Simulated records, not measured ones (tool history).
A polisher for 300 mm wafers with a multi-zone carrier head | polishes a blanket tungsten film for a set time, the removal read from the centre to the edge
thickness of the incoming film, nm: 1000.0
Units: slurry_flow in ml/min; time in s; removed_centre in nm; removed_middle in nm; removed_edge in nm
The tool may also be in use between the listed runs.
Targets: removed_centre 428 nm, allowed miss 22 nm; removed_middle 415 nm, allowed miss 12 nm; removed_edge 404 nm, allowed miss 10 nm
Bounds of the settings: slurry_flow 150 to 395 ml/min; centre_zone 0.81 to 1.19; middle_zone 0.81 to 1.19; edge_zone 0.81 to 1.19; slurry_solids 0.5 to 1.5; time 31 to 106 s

run 1 hour=0 | slurry_flow=250 centre_zone=1 middle_zone=1 edge_zone=1 slurry_solids=1 time=68 | removed_centre=329.48 removed_middle=316.62 removed_edge=327.22
run 2 hour=7.7 | slurry_flow=250 centre_zone=0.92 middle_zone=1 edge_zone=1 slurry_solids=1 time=68 | removed_centre=285.31 removed_middle=324.24 removed_edge=323.51
run 3 hour=14.7 | slurry_flow=250 centre_zone=0.98 middle_zone=1 edge_zone=1 slurry_solids=1 time=68 | removed_centre=309.7 removed_middle=322.32 removed_edge=325.2
run 4 hour=19.9 | slurry_flow=290 centre_zone=0.98 middle_zone=1 edge_zone=1 slurry_solids=1 time=68 | removed_centre=319.47 removed_middle=326.15 removed_edge=330.18
run 5 hour=23.7 | slurry_flow=290 centre_zone=0.98 middle_zone=1 edge_zone=1 slurry_solids=0.8 time=68 | removed_centre=300.8 removed_middle=306.34 removed_edge=313.55
run 6 hour=28 | slurry_flow=290 centre_zone=0.98 middle_zone=1 edge_zone=1 slurry_solids=0.95 time=68 | removed_centre=320.21 removed_middle=319.28 removed_edge=326.95
run 7 hour=32.6 | slurry_flow=300 centre_zone=0.99 middle_zone=1.03 edge_zone=1.03 slurry_solids=1.05 time=68 | removed_centre=339.2 removed_middle=333.55 removed_edge=341.09
run 8 hour=36.4 | slurry_flow=305 centre_zone=0.99 middle_zone=1.05 edge_zone=1.04 slurry_solids=1.15 time=68 | removed_centre=340.78 removed_middle=349.45 removed_edge=349.39
run 9 hour=42 | slurry_flow=310 centre_zone=1.01 middle_zone=1.07 edge_zone=1.06 slurry_solids=1.2 time=68 | removed_centre=349.39 removed_middle=359.66 removed_edge=354.9

Which of these 4 next moves meets every target?
run A hour=47.6 | slurry_flow=395 centre_zone=1.18 middle_zone=1.15 edge_zone=0.87 slurry_solids=1.25 time=79 | removed_centre=? removed_middle=? removed_edge=?
run B hour=47.6 | slurry_flow=315 centre_zone=1.19 middle_zone=1.08 edge_zone=0.91 slurry_solids=0.95 time=82 | removed_centre=? removed_middle=? removed_edge=?
run C hour=47.6 | slurry_flow=285 centre_zone=1.04 middle_zone=1.1 edge_zone=1.01 slurry_solids=1.2 time=75 | removed_centre=? removed_middle=? removed_edge=?
run D hour=47.6 | slurry_flow=330 centre_zone=1.09 middle_zone=1.07 edge_zone=1.04 slurry_solids=1.3 time=77 | removed_centre=? removed_middle=? removed_edge=?

move=A removed_centre=485.87 removed_middle=452.31 removed_edge=382.94
move=B removed_centre=468.27 removed_middle=413.57 removed_edge=375.82
move=C removed_centre=389.58 removed_middle=400.06 removed_edge=376.12
move=D removed_centre=433.78 removed_middle=415.64 removed_edge=403.06
A: nearer than the last run, and not there yet
B: nearer than the last run, and not there yet
C: nearer than the last run, and not there yet
D: meets every target
Move D is the one to make.
